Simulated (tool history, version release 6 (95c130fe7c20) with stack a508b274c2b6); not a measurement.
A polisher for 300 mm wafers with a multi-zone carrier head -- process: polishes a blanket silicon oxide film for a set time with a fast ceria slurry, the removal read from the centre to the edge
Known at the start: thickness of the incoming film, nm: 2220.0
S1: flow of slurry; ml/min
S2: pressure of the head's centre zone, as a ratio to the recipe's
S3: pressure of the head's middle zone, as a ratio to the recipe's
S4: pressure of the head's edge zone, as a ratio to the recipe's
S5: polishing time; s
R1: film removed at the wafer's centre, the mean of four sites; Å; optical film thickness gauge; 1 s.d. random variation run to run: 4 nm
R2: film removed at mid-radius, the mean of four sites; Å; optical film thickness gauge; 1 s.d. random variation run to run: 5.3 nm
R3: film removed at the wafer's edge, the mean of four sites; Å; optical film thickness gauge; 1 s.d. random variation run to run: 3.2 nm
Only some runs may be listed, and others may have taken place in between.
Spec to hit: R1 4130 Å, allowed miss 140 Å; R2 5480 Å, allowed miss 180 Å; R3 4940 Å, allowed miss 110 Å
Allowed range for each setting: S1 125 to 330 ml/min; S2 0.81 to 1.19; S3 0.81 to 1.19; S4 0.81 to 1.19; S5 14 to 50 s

run 1 hour=0 | S1=210 S2=1 S3=1 S4=1 S5=32 | R1=3511.3 R2=3721.6 R3=3536.6
run 2 hour=6.2 | S1=210 S2=1 S3=1.07 S4=1 S5=32 | R1=3467.9 R2=3913.5 R3=3552.9
run 3 hour=8.4 | S1=180 S2=1 S3=1.07 S4=1 S5=32 | R1=3499.5 R2=3776.3 R3=3538.6
run 4 hour=17.4 | S1=180 S2=1 S3=1.07 S4=1.04 S5=32 | R1=3399.8 R2=3905.8 R3=3565.8
run 5 hour=26.2 | S1=185 S2=0.99 S3=1.06 S4=1.08 S5=35 | R1=3706.6 R2=4172.3 R3=3958.4
run 6 hour=32.6 | S1=195 S2=0.97 S3=1.09 S4=1.11 S5=37 | R1=3918.5 R2=4530.9 R3=4303.6
run 7 hour=39.2 | S1=215 S2=0.94 S3=1.12 S4=1.12 S5=38 | R1=3882.3 R2=4845.5 R3=4467.1
run 8 hour=46.2 | S1=225 S2=0.94 S3=1.14 S4=1.14 S5=39 | R1=3960.5 R2=5143.8 R3=4645.8
run 9 hour=48.8 | S1=235 S2=0.94 S3=1.14 S4=1.16 S5=39 | R1=4019.7 R2=5123.3 R3=4655.1
run 10 hour=51.8 | S1=235 S2=0.94 S3=1.14 S4=1.16 S5=39 | R1=4062.5 R2=5112.5 R3=4663.7
run 11 hour=58.3 | S1=240 S2=0.93 S3=1.15 S4=1.17 S5=39 | R1=3943.6 R2=5129.7 R3=4698.6
run 12 hour=60.9 | S1=245 S2=0.93 S3=1.16 S4=1.18 S5=39 | R1=4029.1 R2=5164 R3=4767.5
run 13 hour=63.5 | S1=250 S2=0.93 S3=1.17 S4=1.18 S5=39 | R1=4061.7 R2=5122.3 R3=4734
run 14 hour=66.9 | S1=250 S2=0.92 S3=1.18 S4=1.18 S5=39 | R1=4030.6 R2=5305.1 R3=4769.9
run 15 hour=75 | S1=255 S2=0.92 S3=1.18 S4=1.18 S5=39 | R1=3963.9 R2=5293 R3=4790.2
run 16 hour=81.9 | S1=290 S2=0.94 S3=1.19 S4=1.19 S5=39 | R1=4132.5 R2=5417.1 R3=4854.5

4 candidate next runs follow, results not yet known. Just one meets every target within its allowed miss. Identify it.
run A hour=88.8 | S1=325 S2=0.95 S3=1.19 S4=1.04 S5=40 | R1=? R2=? R3=?
run B hour=88.8 | S1=295 S2=0.96 S3=1.19 S4=1.11 S5=40 | R1=? R2=? R3=?
run C hour=88.8 | S1=230 S2=0.91 S3=1.16 S4=1.15 S5=41 | R1=? R2=? R3=?
run D hour=88.8 | S1=290 S2=0.9 S3=1.18 S4=1.05 S5=41 | R1=? R2=? R3=?

move=A R1=4365.8 R2=5505.6 R3=4644.6
move=B R1=4373.3 R2=5461 R3=4769.4
move=C R1=4141.6 R2=5354.8 R3=4896.2
move=D R1=4193.2 R2=5551 R3=4749.6
A: misses by more than the last run did
B: misses by more than the last run did
C: each result inside its tolerance
D: misses by more than the last run did
C is the move that brings every result within its allowed miss.

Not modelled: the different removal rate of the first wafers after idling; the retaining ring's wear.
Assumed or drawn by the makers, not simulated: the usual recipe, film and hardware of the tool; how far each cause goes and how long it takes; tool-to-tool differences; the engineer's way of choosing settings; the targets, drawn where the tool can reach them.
